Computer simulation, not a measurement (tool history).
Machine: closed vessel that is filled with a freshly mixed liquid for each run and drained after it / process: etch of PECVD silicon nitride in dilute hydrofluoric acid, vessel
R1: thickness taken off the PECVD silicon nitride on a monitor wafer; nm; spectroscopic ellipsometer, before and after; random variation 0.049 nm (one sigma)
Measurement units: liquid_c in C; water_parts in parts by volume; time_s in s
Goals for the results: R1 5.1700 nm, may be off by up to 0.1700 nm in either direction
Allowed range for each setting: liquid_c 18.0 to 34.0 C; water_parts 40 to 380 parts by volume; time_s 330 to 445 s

run 1 hour=0.0 | liquid_c=26.0 water_parts=210 time_s=445 | R1=7.4008
run 2 hour=7.9 | liquid_c=23.0 water_parts=210 time_s=445 | R1=6.1415
run 3 hour=11.8 | liquid_c=23.0 water_parts=210 time_s=330 | R1=4.5271
run 4 hour=15.9 | liquid_c=23.0 water_parts=210 time_s=330 | R1=4.5537
run 5 hour=24.7 | liquid_c=24.0 water_parts=210 time_s=330 | R1=4.8006
run 6 hour=32.6 | liquid_c=24.0 water_parts=210 time_s=445 | R1=6.6508
run 7 hour=33.5 | liquid_c=24.0 water_parts=210 time_s=445 | R1=6.5939
run 8 hour=34.8 | liquid_c=23.5 water_parts=210 time_s=445 | R1=6.3374

Of the 5 settings listed for the next run, only one would bring every result within its allowed miss of target. Which one?
run A hour=36.1 | liquid_c=26.5 water_parts=175 time_s=415 | R1=?
run B hour=36.1 | liquid_c=23.5 water_parts=205 time_s=405 | R1=?
run C hour=36.1 | liquid_c=27.5 water_parts=185 time_s=405 | R1=?
run D hour=36.1 | liquid_c=25.5 water_parts=230 time_s=345 | R1=?
run E hour=36.1 | liquid_c=20.5 water_parts=155 time_s=355 | R1=?

move=A R1=8.6384
move=B R1=5.9636
move=C R1=8.4831
move=D R1=5.1354
move=E R1=5.6602
A: its largest miss is bigger than the last run's
B: closes in on the targets versus the last run, not all within tolerance yet
C: its largest miss is bigger than the last run's
D: every result within its allowed miss
E: closes in on the targets versus the last run, not all within tolerance yet
D meets every target.

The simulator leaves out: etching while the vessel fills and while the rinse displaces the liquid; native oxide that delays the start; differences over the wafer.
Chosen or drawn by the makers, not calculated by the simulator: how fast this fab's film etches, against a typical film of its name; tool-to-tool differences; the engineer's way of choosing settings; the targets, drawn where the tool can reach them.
